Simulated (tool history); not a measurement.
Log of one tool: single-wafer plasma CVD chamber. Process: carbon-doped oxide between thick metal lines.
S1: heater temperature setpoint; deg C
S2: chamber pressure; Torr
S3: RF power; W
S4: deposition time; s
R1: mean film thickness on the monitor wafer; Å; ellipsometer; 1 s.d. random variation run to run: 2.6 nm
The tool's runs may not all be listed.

run	hour	S1	S2	S3	S4	R1
1	0	345	4.13	545	99.6	5566.9
2	9	345	4.71	545	99.6	5643.4
3	15.5	351	4.71	545	99.6	5574.4
4	21.7	347	4.99	570	99.7	5899.4
5	27.4	343	5.21	580	99.7	6046.7
6	29.8	340	5.37	590	99.7	6185.7

Predict the results of run 7:
7	38.7	340	5.37	590	99.7	?

Run 7 produced R1 6231.9 Å.
